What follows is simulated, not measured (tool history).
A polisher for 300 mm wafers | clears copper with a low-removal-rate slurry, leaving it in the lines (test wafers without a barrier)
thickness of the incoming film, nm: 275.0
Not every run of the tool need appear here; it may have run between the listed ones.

| run | hour | flow of slurry (ml/min) | pressure of the wafer on the pad (psi) | speed of the pad under the wafer (cm/s) | abrasive content of the slurry | overpolish time after the end point (s) | time until the end point was called (s) | dishing of a wide line in a test structure (angstrom) |
|---|---|---|---|---|---|---|---|---|
| 1 | 0.0 | 170 | 3.0 | 88 | 1.0 | 29 | 95.314 | 466.10 |
| 2 | 4.1 | 170 | 3.0 | 88 | 1.0 | 36 | 99.281 | 582.63 |
| 3 | 8.0 | 175 | 2.9 | 88 | 1.0 | 29 | 101.130 | 452.48 |
| 4 | 15.8 | 175 | 2.9 | 96 | 1.0 | 29 | 97.682 | 485.78 |
| 5 | 17.4 | 175 | 2.9 | 90 | 1.0 | 24 | 102.180 | 398.40 |
| 6 | 18.7 | 205 | 2.9 | 90 | 1.0 | 24 | 96.338 | 400.36 |
| 7 | 26.0 | 205 | 2.9 | 90 | 1.0 | 24 | 100.550 | 403.93 |
| 8 | 31.6 | 205 | 2.9 | 88 | 1.0 | 20 | 97.840 | 328.90 |

Run 9 comes next. What will it give?
| 9 | 35.2 | 205 | 2.9 | 86 | 1.0 | 19 | ? | ? |

time until the end point was called (s): 102.850
dishing of a wide line in a test structure (angstrom): 317.27
